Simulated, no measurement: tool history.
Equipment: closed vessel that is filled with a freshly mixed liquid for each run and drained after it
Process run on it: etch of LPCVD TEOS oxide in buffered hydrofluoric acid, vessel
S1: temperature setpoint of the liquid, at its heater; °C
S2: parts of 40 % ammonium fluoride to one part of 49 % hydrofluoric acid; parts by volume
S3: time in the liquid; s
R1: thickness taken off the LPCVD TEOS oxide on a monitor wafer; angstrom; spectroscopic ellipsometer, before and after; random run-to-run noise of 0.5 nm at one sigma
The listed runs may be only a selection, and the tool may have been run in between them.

run,day,S1,S2,S3,R1
1,0.000,23,23.5,105,1102.10
2,0.050,24,23.5,105,1170.10
3,0.217,24,23.5,105,1167.70
4,0.471,22,23.5,105,1047.10
5,0.679,22,29.5,105,884.95
# day 0.800: hydrofluoric acid flow meter replaced
6,0.800,23,29.0,105,986.12
7,1.121,24,29.0,105,1044.30
8,1.258,25,29.0,105,1102.80
9,1.279,26,29.0,105,1162.30

Run 10 has not been measured yet. What should we expect?
10,1.492,30,26.0,105,?

R1: 1558.10 angstrom

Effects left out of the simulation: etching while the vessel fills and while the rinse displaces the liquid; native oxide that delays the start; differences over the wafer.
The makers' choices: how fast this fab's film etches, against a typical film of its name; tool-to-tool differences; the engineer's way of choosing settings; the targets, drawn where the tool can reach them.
